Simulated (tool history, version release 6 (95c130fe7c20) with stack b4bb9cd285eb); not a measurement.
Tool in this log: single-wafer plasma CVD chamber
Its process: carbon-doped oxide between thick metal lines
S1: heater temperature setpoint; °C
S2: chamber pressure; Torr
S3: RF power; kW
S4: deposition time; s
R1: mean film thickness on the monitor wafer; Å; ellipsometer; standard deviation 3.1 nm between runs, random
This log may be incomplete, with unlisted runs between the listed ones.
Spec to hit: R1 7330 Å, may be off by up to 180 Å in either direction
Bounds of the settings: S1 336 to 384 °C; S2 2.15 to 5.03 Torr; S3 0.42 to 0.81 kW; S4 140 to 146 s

run  hour   S1    S2     S3   S4      R1
  1     0  360  3.59  0.615  146    8409
  2   6.3  366  3.59  0.615  146  8365.8
  3  10.3  366  3.87  0.615  146    8414
  4  18.3  366  3.87  0.615  146    8413
  5  21.4  366  3.85   0.59  145  8014.5
  6  26.9  366  3.84   0.58  145  7967.5
  7  34.5  368  3.49    0.5  143  6838.6
  8  38.1  367  3.59  0.505  143  6975.8
  9  39.9  366  3.66   0.51  143  7043.8

4 next moves are on the table. One of them brings every result within its allowed miss. Which?
  A  41.7  366  3.78   0.56  146   ?
  B  41.7  366   3.4  0.555  146   ?
  C  41.7  360  3.62   0.46  146   ?
  D  41.7  359  3.69  0.505  146   ?

move      R1
   A  7798.8
   B  7653.7
   C  6598.3
   D  7242.8
A: carries the result that was furthest off beyond its target, to the other side
B: carries the result that was furthest off beyond its target, to the other side
C: misses by more than the last run did
D: every result within its allowed miss
Move D is the one to make.
